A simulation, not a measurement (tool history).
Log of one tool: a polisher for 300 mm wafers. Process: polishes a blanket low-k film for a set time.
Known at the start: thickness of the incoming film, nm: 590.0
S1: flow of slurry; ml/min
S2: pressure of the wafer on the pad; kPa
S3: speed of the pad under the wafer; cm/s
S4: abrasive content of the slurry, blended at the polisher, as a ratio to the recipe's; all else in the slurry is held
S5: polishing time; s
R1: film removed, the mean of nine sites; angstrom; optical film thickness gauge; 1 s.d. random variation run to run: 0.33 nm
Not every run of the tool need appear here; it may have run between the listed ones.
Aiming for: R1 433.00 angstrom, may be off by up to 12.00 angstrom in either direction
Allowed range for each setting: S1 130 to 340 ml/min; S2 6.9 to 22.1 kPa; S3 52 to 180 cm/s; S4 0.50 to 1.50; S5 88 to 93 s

run	hour	S1	S2	S3	S4	S5	R1
1	0.0	220	14.5	116	1.00	88	544.50
2	2.6	220	14.5	116	1.00	93	570.94
3	10.0	220	15.9	116	1.00	93	617.88
4	11.5	215	14.5	116	1.00	93	565.14
5	16.1	215	17.2	116	1.00	93	664.77
6	20.3	210	15.9	116	1.00	93	616.13
7	22.9	205	14.5	116	1.00	93	569.35
8	29.7	200	10.3	114	1.00	93	411.66

Which one of the following 5 next-run settings gets every result inside its allowed miss? There is exactly one.
A	36.5	145	15.2	76	1.10	93	?
B	36.5	220	11.0	130	0.80	88	?
C	36.5	195	8.3	146	1.25	93	?
D	36.5	170	11.7	120	0.80	93	?
E	36.5	220	12.4	124	0.70	92	?

move	R1
A	428.03
B	397.23
C	467.38
D	404.33
E	397.01
A: all results in spec
B: further off than the last run
C: moves the result that the last run missed by most past its target, out the other side
D: further off than the last run
E: further off than the last run
The right move is A.

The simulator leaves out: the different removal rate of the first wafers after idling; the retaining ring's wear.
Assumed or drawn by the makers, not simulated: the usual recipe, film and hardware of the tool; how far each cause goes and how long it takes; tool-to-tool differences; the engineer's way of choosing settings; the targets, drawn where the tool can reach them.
